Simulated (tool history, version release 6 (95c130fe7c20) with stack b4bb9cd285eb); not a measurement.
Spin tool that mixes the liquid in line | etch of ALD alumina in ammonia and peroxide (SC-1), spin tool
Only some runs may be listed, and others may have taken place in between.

| run | hour | temperature setpoint of the liquid (K) | parts of 29 % ammonia solution to one part of 30 % peroxide (parts by volume) | time under the liquid (s) | thickness taken off the ALD alumina on a monitor wafer (Å) |
|---|---|---|---|---|---|
| 1 | 0.0 | 324.15 | 0.45 | 290 | 318.57 |
| 2 | 2.0 | 328.65 | 0.45 | 290 | 408.52 |
| 3 | 4.6 | 328.65 | 0.55 | 290 | 415.02 |
| 4 | 11.4 | 329.65 | 0.55 | 290 | 434.18 |
| 5 | 18.8 | 330.15 | 0.55 | 290 | 443.42 |
| 6 | 22.2 | 330.65 | 0.55 | 290 | 452.51 |
| 7 | 26.1 | 331.15 | 0.55 | 290 | 471.40 |

Forecast run 8:
| 8 | 30.1 | 331.65 | 0.55 | 290 | ? |

{"run 8": {"thickness taken off the ALD alumina on a monitor wafer (Å)": 485.33}}
